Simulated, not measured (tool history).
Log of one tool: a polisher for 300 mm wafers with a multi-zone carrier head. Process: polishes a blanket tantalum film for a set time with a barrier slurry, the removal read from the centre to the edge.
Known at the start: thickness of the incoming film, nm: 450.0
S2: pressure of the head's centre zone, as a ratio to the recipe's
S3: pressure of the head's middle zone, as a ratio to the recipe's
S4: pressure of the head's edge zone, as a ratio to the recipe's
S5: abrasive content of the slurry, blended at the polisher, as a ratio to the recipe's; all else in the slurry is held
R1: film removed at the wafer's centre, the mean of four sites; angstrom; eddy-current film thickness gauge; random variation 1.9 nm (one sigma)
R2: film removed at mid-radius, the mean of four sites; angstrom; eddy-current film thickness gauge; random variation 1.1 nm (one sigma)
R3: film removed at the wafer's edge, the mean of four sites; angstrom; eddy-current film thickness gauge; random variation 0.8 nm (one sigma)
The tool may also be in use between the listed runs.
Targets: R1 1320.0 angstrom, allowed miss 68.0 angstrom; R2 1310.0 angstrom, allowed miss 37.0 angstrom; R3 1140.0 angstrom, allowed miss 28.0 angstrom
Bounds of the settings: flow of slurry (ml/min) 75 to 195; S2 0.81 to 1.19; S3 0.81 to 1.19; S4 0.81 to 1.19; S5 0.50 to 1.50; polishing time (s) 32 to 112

run 1 hour=0.0 | flow_of_slurry_(ml/min)=125 S2=1.00 S3=1.00 S4=1.00 S5=1.00 polishing_time_(s)=72 | R1=1503.3 R2=1533.1 R3=1501.6
run 2 hour=8.6 | flow_of_slurry_(ml/min)=120 S2=1.01 S3=1.01 S4=0.96 S5=0.90 polishing_time_(s)=72 | R1=1435.1 R2=1481.8 R3=1431.3
run 3 hour=11.1 | flow_of_slurry_(ml/min)=120 S2=1.01 S3=1.01 S4=0.96 S5=0.70 polishing_time_(s)=72 | R1=1360.0 R2=1340.6 R3=1304.5
run 4 hour=14.4 | flow_of_slurry_(ml/min)=120 S2=0.95 S3=1.01 S4=0.96 S5=0.70 polishing_time_(s)=72 | R1=1228.7 R2=1345.1 R3=1316.7
run 5 hour=15.0 | flow_of_slurry_(ml/min)=115 S2=0.97 S3=1.02 S4=0.93 S5=0.65 polishing_time_(s)=72 | R1=1210.0 R2=1305.9 R3=1242.7
run 6 hour=22.4 | flow_of_slurry_(ml/min)=115 S2=0.97 S3=1.02 S4=0.93 S5=0.65 polishing_time_(s)=88 | R1=1489.4 R2=1578.4 R3=1501.9
run 7 hour=28.6 | flow_of_slurry_(ml/min)=110 S2=0.99 S3=1.03 S4=0.91 S5=0.60 polishing_time_(s)=86 | R1=1413.8 R2=1504.2 R3=1411.0
run 8 hour=29.5 | flow_of_slurry_(ml/min)=105 S2=1.01 S3=1.04 S4=0.89 S5=0.60 polishing_time_(s)=85 | R1=1428.8 R2=1469.1 R3=1365.9
run 9 hour=37.8 | flow_of_slurry_(ml/min)=100 S2=1.02 S3=1.05 S4=0.87 S5=0.60 polishing_time_(s)=84 | R1=1406.9 R2=1465.7 R3=1323.3

5 next moves are on the table. One of them brings every result within its allowed miss. Which?
run A hour=46.1 | flow_of_slurry_(ml/min)=95 S2=1.12 S3=1.10 S4=0.86 S5=0.55 polishing_time_(s)=77 | R1=? R2=? R3=?
run B hour=46.1 | flow_of_slurry_(ml/min)=75 S2=0.88 S3=0.82 S4=1.08 S5=0.65 polishing_time_(s)=95 | R1=? R2=? R3=?
run C hour=46.1 | flow_of_slurry_(ml/min)=90 S2=1.04 S3=0.81 S4=1.01 S5=0.55 polishing_time_(s)=90 | R1=? R2=? R3=?
run D hour=46.1 | flow_of_slurry_(ml/min)=85 S2=1.04 S3=0.96 S4=0.87 S5=1.20 polishing_time_(s)=60 | R1=? R2=? R3=?
run E hour=46.1 | flow_of_slurry_(ml/min)=105 S2=0.91 S3=0.81 S4=1.07 S5=0.50 polishing_time_(s)=94 | R1=? R2=? R3=?

move=A R1=1326.9 R2=1303.7 R3=1150.2
move=B R1=1326.0 R2=1286.5 R3=1635.8
move=C R1=1425.2 R2=1168.6 R3=1432.9
move=D R1=1252.8 R2=1181.6 R3=1186.5
move=E R1=1309.4 R2=1204.2 R3=1497.1
A: meets every target
B: further off than the last run
C: further off than the last run
D: nearer than the last run, and not there yet
E: further off than the last run
The right move is A.
